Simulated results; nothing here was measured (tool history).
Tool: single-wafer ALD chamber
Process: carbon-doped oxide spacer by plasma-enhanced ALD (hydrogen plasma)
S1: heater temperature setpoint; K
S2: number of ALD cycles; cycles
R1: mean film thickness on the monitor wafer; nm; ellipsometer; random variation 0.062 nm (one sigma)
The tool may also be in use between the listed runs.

run	day	S1	S2	R1
1	0.000	668.15	330	18.756
2	0.050	668.15	318	18.151
3	0.312	668.15	360	20.514
4	0.533	668.15	407	23.252
5	0.900	674.15	407	23.280
6	1.062	684.15	407	22.797
7	1.425	690.15	354	19.385
8	1.508	690.15	340	18.441
9	1.683	690.15	329	18.039
10	2.079	690.15	329	18.061
11	2.225	690.15	319	17.540
12	2.529	690.15	310	17.016
13	2.817	690.15	303	16.533
14	2.912	690.15	297	16.244
15	3.125	690.15	292	15.938
16	3.417	690.15	288	15.778
17	3.579	690.15	284	15.554

Run 18 comes next. What will it give?
18	3.758	690.15	281	?

R1: 15.285 nm

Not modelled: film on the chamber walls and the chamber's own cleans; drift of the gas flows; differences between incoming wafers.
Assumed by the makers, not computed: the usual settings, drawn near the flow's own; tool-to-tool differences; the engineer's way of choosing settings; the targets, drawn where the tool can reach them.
